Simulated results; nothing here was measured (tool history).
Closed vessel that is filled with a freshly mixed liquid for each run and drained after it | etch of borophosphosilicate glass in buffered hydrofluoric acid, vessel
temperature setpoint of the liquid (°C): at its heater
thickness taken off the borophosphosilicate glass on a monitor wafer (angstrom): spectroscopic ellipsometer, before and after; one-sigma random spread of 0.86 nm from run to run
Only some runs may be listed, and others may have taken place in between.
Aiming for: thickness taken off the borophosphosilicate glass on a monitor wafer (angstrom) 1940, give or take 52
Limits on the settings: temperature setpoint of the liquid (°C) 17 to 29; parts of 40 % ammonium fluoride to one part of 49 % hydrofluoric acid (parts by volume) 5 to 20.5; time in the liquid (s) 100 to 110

run    day  temperature setpoint of the liquid (°C)  parts of 40 % ammonium fluoride to one part of 49 % hydrofluoric acid (parts by volume)  time in the liquid (s)  thickness taken off the borophosphosilicate glass on a monitor wafer (angstrom)
  1      0                                       21                                                                                     12.5                     100                                                                           1303.5
  2   0.05                                     22.5                                                                                     12.5                     100                                                                           1398.3
  3  0.267                                     22.5                                                                                     12.5                     110                                                                           1540.3
  4  0.629                                     22.5                                                                                     12.5                     100                                                                           1405.2
  5    0.9                                       20                                                                                     12.5                     100                                                                           1217.9
  6  1.183                                       20                                                                                     12.5                     110                                                                           1347.1
  7  1.571                                       24                                                                                     12.5                     110                                                                             1657
  8  1.892                                       25                                                                                     12.5                     110                                                                           1779.3
  9  2.104                                     25.5                                                                                     12.5                     110                                                                           1813.7
 10  2.188                                       26                                                                                     12.5                     110                                                                           1858.4

Which single option among these 5 for the next run brings every result within its allowed miss of target? Just one does.
  A  2.271                                       28                                                                                       12                     105                                                                                ?
  B  2.271                                       27                                                                                     13.5                     110                                                                                ?
  C  2.271                                       24                                                                                     11.5                     110                                                                                ?
  D  2.271                                     25.5                                                                                       11                     105                                                                                ?
  E  2.271                                       28                                                                                       13                     100                                                                                ?

move  thickness taken off the borophosphosilicate glass on a monitor wafer (angstrom)
   A                                                                           2048.2
   B                                                                           1812.8
   C                                                                           1807.7
   D                                                                           1953.7
   E                                                                           1803.2
A: pushes the last run's worst result past its target
B: further off than the last run
C: further off than the last run
D: every result lands within tolerance
E: further off than the last run
So the answer is move D, the one that meets all the targets.
